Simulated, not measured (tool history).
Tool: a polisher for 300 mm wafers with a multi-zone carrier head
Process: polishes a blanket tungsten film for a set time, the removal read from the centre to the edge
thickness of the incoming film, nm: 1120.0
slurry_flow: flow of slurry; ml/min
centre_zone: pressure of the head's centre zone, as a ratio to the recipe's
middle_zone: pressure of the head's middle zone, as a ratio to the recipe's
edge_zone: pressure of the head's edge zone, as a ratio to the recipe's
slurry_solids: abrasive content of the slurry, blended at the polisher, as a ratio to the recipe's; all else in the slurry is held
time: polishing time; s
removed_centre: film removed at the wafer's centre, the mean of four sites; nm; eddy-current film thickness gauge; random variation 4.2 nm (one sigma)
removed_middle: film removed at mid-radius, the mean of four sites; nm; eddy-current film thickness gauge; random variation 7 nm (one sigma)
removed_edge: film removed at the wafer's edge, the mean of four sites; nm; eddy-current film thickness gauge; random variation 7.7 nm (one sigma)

run,hour,slurry_flow,centre_zone,middle_zone,edge_zone,slurry_solids,time,removed_centre,removed_middle,removed_edge
1,0.0,145,1.00,1.00,1.00,1.00,89,394.74,413.42,407.98
2,3.2,155,0.98,1.04,1.03,1.10,90,413.72,448.13,440.24
3,5.3,155,0.98,1.04,1.03,1.10,98,451.20,485.35,487.46
4,11.8,155,0.98,1.04,1.03,1.30,98,474.42,506.09,497.92
5,16.7,155,0.98,1.04,1.03,1.15,98,460.92,505.99,476.77
6,22.2,155,0.98,1.04,1.03,1.15,85,397.17,430.16,417.37
7,30.2,165,0.95,1.08,1.04,1.20,86,395.69,451.31,431.84

Run 8 comes next. What will it give?
8,36.5,180,0.85,1.18,1.01,1.45,102,?,?,?

removed_centre: 447.73 nm
removed_middle: 620.19 nm
removed_edge: 536.10 nm
